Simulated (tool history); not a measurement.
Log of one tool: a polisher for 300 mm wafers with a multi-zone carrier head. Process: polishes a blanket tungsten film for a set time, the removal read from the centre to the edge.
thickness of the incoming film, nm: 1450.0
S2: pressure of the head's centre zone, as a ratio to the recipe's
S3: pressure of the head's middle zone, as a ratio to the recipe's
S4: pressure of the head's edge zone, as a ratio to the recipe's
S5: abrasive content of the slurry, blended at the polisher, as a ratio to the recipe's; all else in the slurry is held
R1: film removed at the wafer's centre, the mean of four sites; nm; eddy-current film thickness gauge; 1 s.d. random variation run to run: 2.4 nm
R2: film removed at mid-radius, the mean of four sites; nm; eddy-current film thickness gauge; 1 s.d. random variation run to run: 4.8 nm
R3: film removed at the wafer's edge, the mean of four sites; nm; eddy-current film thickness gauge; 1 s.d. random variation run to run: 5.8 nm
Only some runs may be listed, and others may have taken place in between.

run 1 hour=0 | flow_of_slurry_(ml/min)=290 S2=1 S3=1 S4=1 S5=1 polishing_time_(s)=73 | R1=402.44 R2=405.77 R3=394.44
run 2 hour=8.9 | flow_of_slurry_(ml/min)=290 S2=1.03 S3=1 S4=1 S5=1 polishing_time_(s)=73 | R1=411.45 R2=411.35 R3=403.18
run 3 hour=10 | flow_of_slurry_(ml/min)=290 S2=1.03 S3=1 S4=1 S5=1 polishing_time_(s)=63 | R1=351.5 R2=357.88 R3=348.57
run 4 hour=17.1 | flow_of_slurry_(ml/min)=290 S2=0.98 S3=1 S4=1 S5=1 polishing_time_(s)=63 | R1=337.48 R2=354.14 R3=333.9
run 5 hour=17.8 | flow_of_slurry_(ml/min)=290 S2=0.98 S3=0.95 S4=1 S5=1 polishing_time_(s)=63 | R1=339.63 R2=337.05 R3=340.41
run 6 hour=26.9 | flow_of_slurry_(ml/min)=360 S2=0.98 S3=0.95 S4=1 S5=1 polishing_time_(s)=63 | R1=348.25 R2=350.62 R3=356.1
run 7 hour=28 | flow_of_slurry_(ml/min)=370 S2=0.97 S3=0.94 S4=1.03 S5=1 polishing_time_(s)=63 | R1=348.17 R2=343.08 R3=349.74

Run 8 has not been measured yet. What should we expect?
run 8 hour=30.7 | flow_of_slurry_(ml/min)=375 S2=0.94 S3=0.91 S4=1.02 S5=1.1 polishing_time_(s)=63 | R1=? R2=? R3=?

For run 8 the tool returned R1 341.1 nm, R2 339.4 nm, R3 357.48 nm.
